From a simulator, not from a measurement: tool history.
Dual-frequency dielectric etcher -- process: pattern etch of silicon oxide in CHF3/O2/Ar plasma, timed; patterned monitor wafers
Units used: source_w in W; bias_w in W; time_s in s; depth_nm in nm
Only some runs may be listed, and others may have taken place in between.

run,hour,source_w,bias_w,time_s,depth_nm
1,0,470,229,297,623.22
2,2,410,229,297,590.36
3,4.9,450,229,297,614.32
4,8,440,227,296.5,607.35
5,8.9,430,225,296,597.87
6,13.6,490,225,296,632.87
7,19.8,470,222,295.5,618.45
8,20.9,460,219,295,611.34

Estimate the outcome of run 9 from the log above:
9,28.3,450,217,294,?

depth_nm: 602.04 nm
